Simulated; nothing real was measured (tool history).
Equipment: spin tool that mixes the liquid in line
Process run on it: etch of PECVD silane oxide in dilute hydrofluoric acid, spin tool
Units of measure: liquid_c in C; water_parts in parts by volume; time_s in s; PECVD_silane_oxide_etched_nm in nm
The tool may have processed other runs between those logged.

{"run": 1, "hour": 0.0, "liquid_c": 23.0, "water_parts": 250, "time_s": 265, "PECVD_silane_oxide_etched_nm": 19.908}
{"run": 2, "hour": 5.4, "liquid_c": 22.0, "water_parts": 265, "time_s": 265, "PECVD_silane_oxide_etched_nm": 18.331}
{"run": 3, "hour": 8.3, "liquid_c": 22.0, "water_parts": 265, "time_s": 285, "PECVD_silane_oxide_etched_nm": 19.212}
{"run": 4, "hour": 13.3, "liquid_c": 21.5, "water_parts": 275, "time_s": 285, "PECVD_silane_oxide_etched_nm": 17.851}
{"run": 5, "hour": 15.3, "liquid_c": 24.5, "water_parts": 275, "time_s": 285, "PECVD_silane_oxide_etched_nm": 20.316}
{"run": 6, "hour": 20.5, "liquid_c": 26.0, "water_parts": 275, "time_s": 285, "PECVD_silane_oxide_etched_nm": 21.242}
{"run": 7, "hour": 25.4, "liquid_c": 25.0, "water_parts": 290, "time_s": 285, "PECVD_silane_oxide_etched_nm": 19.476}
{"run": 8, "hour": 28.7, "liquid_c": 24.0, "water_parts": 300, "time_s": 285, "PECVD_silane_oxide_etched_nm": 17.837}
{"run": 9, "hour": 35.6, "liquid_c": 23.0, "water_parts": 310, "time_s": 285, "PECVD_silane_oxide_etched_nm": 16.275}
{"run": 10, "hour": 42.9, "liquid_c": 23.0, "water_parts": 310, "time_s": 285, "PECVD_silane_oxide_etched_nm": 16.482}

Run 11, settings as shown, results not yet in. Your forecast:
{"run": 11, "hour": 47.2, "liquid_c": 22.5, "water_parts": 320, "time_s": 285, "PECVD_silane_oxide_etched_nm": "?"}

PECVD_silane_oxide_etched_nm: 15.476 nm
